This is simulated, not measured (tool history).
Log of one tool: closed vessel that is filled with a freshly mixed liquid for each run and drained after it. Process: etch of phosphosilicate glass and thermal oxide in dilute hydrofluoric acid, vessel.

run,hour,temperature setpoint of the liquid (°C),parts of water to one part of 49 % hydrofluoric acid (parts by volume),time in the liquid (s),thickness taken off the phosphosilicate glass on a monitor wafer (angstrom),thickness taken off the thermal oxide on a monitor wafer (angstrom)
1,0,24,190,60,433.52,13.951
2,7.1,21.5,190,60,393.96,12.845
3,13.4,22,190,60,395.93,12.332
4,17.5,18.5,190,60,349.7,10.5
5,23.3,19.5,190,60,359.82,11.566
6,25.3,23,190,60,410.45,12.902
# hour 33: thermometer replaced
7,33,23.5,190,60,390.21,12.693

The next listed run, before its measurement:
8,34.2,23.5,190,60,?,?

{"run 8": {"thickness taken off the phosphosilicate glass on a monitor wafer (angstrom)": 384.97, "thickness taken off the thermal oxide on a monitor wafer (angstrom)": 12.012}}
